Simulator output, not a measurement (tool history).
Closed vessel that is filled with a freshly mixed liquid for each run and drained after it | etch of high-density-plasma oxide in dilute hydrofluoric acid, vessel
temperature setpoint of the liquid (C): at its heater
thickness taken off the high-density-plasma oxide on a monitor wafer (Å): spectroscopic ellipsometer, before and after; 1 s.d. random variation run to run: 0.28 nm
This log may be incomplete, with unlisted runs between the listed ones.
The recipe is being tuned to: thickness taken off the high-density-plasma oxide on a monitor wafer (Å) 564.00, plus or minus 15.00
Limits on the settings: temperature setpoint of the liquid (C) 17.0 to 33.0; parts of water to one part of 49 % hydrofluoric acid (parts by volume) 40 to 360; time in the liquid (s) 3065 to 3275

run  hour  temperature setpoint of the liquid (C)  parts of water to one part of 49 % hydrofluoric acid (parts by volume)  time in the liquid (s)  thickness taken off the high-density-plasma oxide on a monitor wafer (Å)
  1   0.0                                    25.0                                                                     200                    3065                                                                    713.89
  2   7.6                                    24.0                                                                     200                    3065                                                                    681.49
  3   9.0                                    23.5                                                                     200                    3065                                                                    669.99
  4  18.8                                    23.0                                                                     200                    3065                                                                    661.10
  5  24.7                                    23.0                                                                     200                    3065                                                                    660.48
  6  32.5                                    22.5                                                                     200                    3065                                                                    648.42
  7  37.2                                    22.5                                                                     200                    3065                                                                    647.33
  8  39.1                                    22.0                                                                     200                    3065                                                                    636.65

Which single option among these 4 for the next run brings every result within its allowed miss of target? Just one does.
  A  41.0                                    21.5                                                                     215                    3275                                                                         ?
  B  41.0                                    23.0                                                                     225                    3180                                                                         ?
  C  41.0                                    23.5                                                                     235                    3175                                                                         ?
  D  41.0                                    21.0                                                                     200                    3065                                                                         ?

move  thickness taken off the high-density-plasma oxide on a monitor wafer (Å)
   A                                                                    611.06
   B                                                                    593.48
   C                                                                    571.91
   D                                                                    612.36
A: gains on the last run, yet a result remains outside its allowed miss
B: gains on the last run, yet a result remains outside its allowed miss
C: all results land within tolerance of their targets
D: gains on the last run, yet a result remains outside its allowed miss
The move that meets every target is C.
